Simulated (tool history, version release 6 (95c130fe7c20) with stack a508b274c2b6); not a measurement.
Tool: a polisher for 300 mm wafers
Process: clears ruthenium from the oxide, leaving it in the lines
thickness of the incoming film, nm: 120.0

run  hour  flow of slurry (ml/min)  pressure of the wafer on the pad (kPa)  speed of the pad under the wafer (m/s)  overpolish time after the end point (s)  time until the end point was called (s)
  1   0.0                      240                                    12.4                                    0.88                                        6                                   99.333
  2   0.8                      240                                    12.4                                    0.88                                        6                                   98.960
  3   7.2                      240                                    12.4                                    0.68                                        6                                  126.570
  4  11.5                      240                                    12.4                                    0.68                                        6                                  126.100
  5  16.6                      240                                    12.4                                    0.68                                        5                                  127.420
  6  25.1                      240                                    11.0                                    0.68                                        5                                  142.690
  7  32.4                      240                                    14.5                                    0.72                                        5                                  103.310

Forecast run 8:
  8  39.0                      240                                    15.2                                    0.72                                        5                                        ?

{"run 8": {"time until the end point was called (s)": 98.13}}
